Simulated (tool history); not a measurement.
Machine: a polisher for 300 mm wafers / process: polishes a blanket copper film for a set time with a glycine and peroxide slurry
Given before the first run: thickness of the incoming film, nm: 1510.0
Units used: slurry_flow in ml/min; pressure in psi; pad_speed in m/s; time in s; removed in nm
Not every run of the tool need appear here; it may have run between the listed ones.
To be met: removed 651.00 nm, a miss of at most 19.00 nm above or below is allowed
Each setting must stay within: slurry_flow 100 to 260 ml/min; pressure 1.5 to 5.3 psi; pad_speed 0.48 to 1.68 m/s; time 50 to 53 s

| run | day | slurry_flow | pressure | pad_speed | time | removed |
|---|---|---|---|---|---|---|
| 1 | 0.000 | 165 | 3.4 | 1.08 | 50 | 391.46 |
| 2 | 0.108 | 170 | 3.7 | 1.08 | 50 | 433.35 |
| 3 | 0.417 | 175 | 3.9 | 1.08 | 50 | 455.72 |
| 4 | 0.488 | 180 | 4.1 | 1.08 | 50 | 477.26 |
| 5 | 0.671 | 180 | 4.1 | 1.30 | 50 | 550.33 |
| 6 | 0.817 | 180 | 4.1 | 1.30 | 50 | 558.95 |
| 7 | 0.954 | 185 | 4.2 | 1.30 | 50 | 571.02 |
| 8 | 1.146 | 185 | 4.3 | 1.30 | 50 | 591.77 |
| 9 | 1.371 | 190 | 4.3 | 1.30 | 50 | 587.30 |
| 10 | 1.671 | 190 | 4.4 | 1.30 | 50 | 600.51 |
| 11 | 1.775 | 190 | 4.6 | 1.30 | 50 | 626.30 |

Next run, 5 choices. One meets every target within its allowed miss, the rest don't. Which?
| A | 1.879 | 205 | 5.1 | 1.30 | 50 | ? |
| B | 1.879 | 195 | 4.6 | 1.28 | 50 | ? |
| C | 1.879 | 170 | 4.2 | 1.32 | 52 | ? |
| D | 1.879 | 195 | 4.7 | 1.32 | 50 | ? |
| E | 1.879 | 210 | 4.5 | 1.28 | 50 | ? |

| move | removed |
|---|---|
| A | 692.14 |
| B | 616.68 |
| C | 594.42 |
| D | 646.75 |
| E | 610.76 |
A: takes the biggest miss from the last run beyond its target
B: its largest miss is bigger than the last run's
C: its largest miss is bigger than the last run's
D: meets every target
E: its largest miss is bigger than the last run's
D is the move that brings every result within its allowed miss.
